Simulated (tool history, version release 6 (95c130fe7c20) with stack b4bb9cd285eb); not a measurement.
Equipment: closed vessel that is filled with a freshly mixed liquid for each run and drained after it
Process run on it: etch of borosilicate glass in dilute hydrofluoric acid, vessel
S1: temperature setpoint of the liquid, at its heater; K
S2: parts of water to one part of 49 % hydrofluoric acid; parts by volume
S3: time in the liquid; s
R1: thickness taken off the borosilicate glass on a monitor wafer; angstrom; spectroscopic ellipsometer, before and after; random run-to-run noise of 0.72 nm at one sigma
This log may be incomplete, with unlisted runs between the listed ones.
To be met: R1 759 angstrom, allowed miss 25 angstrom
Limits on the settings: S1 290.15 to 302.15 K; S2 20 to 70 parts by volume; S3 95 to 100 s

| run | day | S1 | S2 | S3 | R1 |
|---|---|---|---|---|---|
| 1 | 0 | 294.15 | 40 | 95 | 654.63 |
| 2 | 0.271 | 294.15 | 25 | 95 | 1067.3 |
| 3 | 0.55 | 294.15 | 25 | 95 | 1052.7 |
| 4 | 0.733 | 296.65 | 25 | 95 | 1188.8 |
| 5 | 0.862 | 295.65 | 25 | 95 | 1143.9 |
| 6 | 1.25 | 295.65 | 25 | 95 | 1148.8 |
| 7 | 1.608 | 291.65 | 35 | 95 | 682.59 |
| 8 | 1.971 | 292.15 | 35 | 95 | 693.81 |
| 9 | 2.138 | 292.65 | 35 | 95 | 712.08 |
| 10 | 2.454 | 293.15 | 35 | 95 | 723.25 |

Which one of the following 5 next-run settings gets every result inside its allowed miss? There is exactly one.
| A | 2.771 | 292.15 | 35 | 95 | ? |
| B | 2.771 | 296.15 | 40 | 95 | ? |
| C | 2.771 | 297.65 | 40 | 95 | ? |
| D | 2.771 | 296.15 | 35 | 95 | ? |
| E | 2.771 | 291.15 | 35 | 100 | ? |

| move | R1 |
|---|---|
| A | 690.92 |
| B | 712.24 |
| C | 758.06 |
| D | 819.32 |
| E | 696.38 |
A: further off than the last run
B: further off than the last run
C: in spec on every target
D: the result that was furthest off in the last run now lies on the other side of its target
E: further off than the last run
Answer: C
